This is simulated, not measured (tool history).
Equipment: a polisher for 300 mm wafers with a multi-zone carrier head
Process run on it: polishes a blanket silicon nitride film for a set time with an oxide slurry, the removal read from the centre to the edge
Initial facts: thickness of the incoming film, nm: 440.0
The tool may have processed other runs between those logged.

run,hour,flow of slurry (ml/min),pressure of the head's centre zone,pressure of the head's middle zone,pressure of the head's edge zone,abrasive content of the slurry,polishing time (s),film removed at the wafer's centre (nm),film removed at mid-radius (nm),film removed at the wafer's edge (nm)
1,0.0,295,1.00,1.00,1.00,1.00,82,56.235,59.507,56.340
2,2.5,365,1.00,1.00,1.00,1.00,82,57.797,58.888,56.462
3,4.1,355,0.99,1.01,1.04,1.05,82,59.143,59.853,59.440
4,11.9,355,0.95,1.01,1.04,1.05,82,55.549,60.637,58.922
# hour 13.0: edge zone pressure recalibrated
5,13.0,345,0.96,1.03,1.07,1.10,82,57.831,66.058,62.961
6,19.7,350,0.97,1.03,1.09,1.10,82,57.843,65.102,63.063
7,21.9,355,0.99,1.03,1.11,1.10,82,60.662,64.093,63.218
8,30.3,355,0.99,1.04,1.13,1.10,82,58.679,65.633,65.393
9,32.0,360,1.00,1.05,1.13,1.10,82,60.831,65.215,64.507
10,38.7,360,1.00,1.06,1.14,1.10,82,60.543,66.315,65.289

What does the tool deliver on the next run?
11,41.3,360,1.00,1.07,1.15,1.10,82,?,?,?

Run 11 gave film removed at the wafer's centre (nm) 60.391, film removed at mid-radius (nm) 66.172, film removed at the wafer's edge (nm) 64.677.
